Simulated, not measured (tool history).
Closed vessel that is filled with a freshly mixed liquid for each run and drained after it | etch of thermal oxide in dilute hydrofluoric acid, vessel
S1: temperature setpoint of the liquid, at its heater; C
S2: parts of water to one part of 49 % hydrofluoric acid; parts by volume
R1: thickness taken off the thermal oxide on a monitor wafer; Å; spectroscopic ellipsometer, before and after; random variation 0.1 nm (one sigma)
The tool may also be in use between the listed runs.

run 1 hour=0.0 | S1=23.0 S2=240 time_in_the_liquid_(s)=330 | R1=50.615
run 2 hour=5.7 | S1=26.5 S2=240 time_in_the_liquid_(s)=330 | R1=57.441
run 3 hour=9.6 | S1=29.5 S2=240 time_in_the_liquid_(s)=330 | R1=62.603
run 4 hour=11.8 | S1=30.0 S2=220 time_in_the_liquid_(s)=330 | R1=73.030
run 5 hour=19.7 | S1=30.0 S2=205 time_in_the_liquid_(s)=330 | R1=78.882
run 6 hour=22.6 | S1=30.0 S2=195 time_in_the_liquid_(s)=330 | R1=84.332

The next listed run, before its measurement:
run 7 hour=29.3 | S1=30.0 S2=185 time_in_the_liquid_(s)=330 | R1=?

R1: 89.751 Å
